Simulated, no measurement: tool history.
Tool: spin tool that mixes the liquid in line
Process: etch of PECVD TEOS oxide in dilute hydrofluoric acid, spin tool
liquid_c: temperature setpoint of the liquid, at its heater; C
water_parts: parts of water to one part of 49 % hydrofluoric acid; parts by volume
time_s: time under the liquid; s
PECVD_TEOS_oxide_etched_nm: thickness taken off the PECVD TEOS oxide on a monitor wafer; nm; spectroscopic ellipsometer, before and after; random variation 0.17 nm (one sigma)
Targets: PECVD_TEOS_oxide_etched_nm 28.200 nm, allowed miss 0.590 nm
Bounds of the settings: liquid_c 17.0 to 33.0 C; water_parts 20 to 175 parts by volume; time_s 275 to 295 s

run,hour,liquid_c,water_parts,time_s,PECVD_TEOS_oxide_etched_nm
1,0.0,25.0,95,275,49.914
2,5.5,27.0,95,275,54.482
3,7.1,24.0,100,275,45.111
4,10.6,22.0,105,275,39.866
5,16.7,22.0,90,275,47.266
6,24.0,20.5,100,275,39.483
7,32.5,19.5,105,275,36.197
8,41.2,19.0,110,275,33.361

4 next moves are on the table. One of them brings every result within its allowed miss. Which?
A,49.9,19.5,95,295,?
B,49.9,17.0,90,280,?
C,49.9,18.5,105,285,?
D,49.9,17.0,125,290,?

move,PECVD_TEOS_oxide_etched_nm
A,43.303
B,39.281
C,35.920
D,28.257
A: further off than the last run
B: further off than the last run
C: further off than the last run
D: meets every target
Answer: D
